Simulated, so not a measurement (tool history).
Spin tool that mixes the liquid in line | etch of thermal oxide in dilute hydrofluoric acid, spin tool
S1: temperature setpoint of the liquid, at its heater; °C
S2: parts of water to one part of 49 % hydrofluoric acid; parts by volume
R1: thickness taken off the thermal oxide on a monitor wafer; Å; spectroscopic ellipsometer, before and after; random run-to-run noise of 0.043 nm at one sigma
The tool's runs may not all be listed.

{"run": 1, "hour": 0.0, "S1": 25, "S2": 155, "time under the liquid (s)": 265, "R1": 74.893}
{"run": 2, "hour": 4.9, "S1": 24.5, "S2": 155, "time under the liquid (s)": 265, "R1": 74.194}
{"run": 3, "hour": 11.1, "S1": 24, "S2": 155, "time under the liquid (s)": 265, "R1": 73.294}
{"run": 4, "hour": 17.4, "S1": 24, "S2": 120, "time under the liquid (s)": 265, "R1": 97.899}
{"run": 5, "hour": 22.5, "S1": 24, "S2": 70, "time under the liquid (s)": 265, "R1": 177.49}
{"run": 6, "hour": 26.1, "S1": 24, "S2": 70, "time under the liquid (s)": 265, "R1": 178.13}
{"run": 7, "hour": 29.8, "S1": 23.5, "S2": 80, "time under the liquid (s)": 265, "R1": 149.78}

Estimate the outcome of run 8 from the log above:
{"run": 8, "hour": 30.9, "S1": 23, "S2": 85, "time under the liquid (s)": 265, "R1": "?"}

R1: 138 Å

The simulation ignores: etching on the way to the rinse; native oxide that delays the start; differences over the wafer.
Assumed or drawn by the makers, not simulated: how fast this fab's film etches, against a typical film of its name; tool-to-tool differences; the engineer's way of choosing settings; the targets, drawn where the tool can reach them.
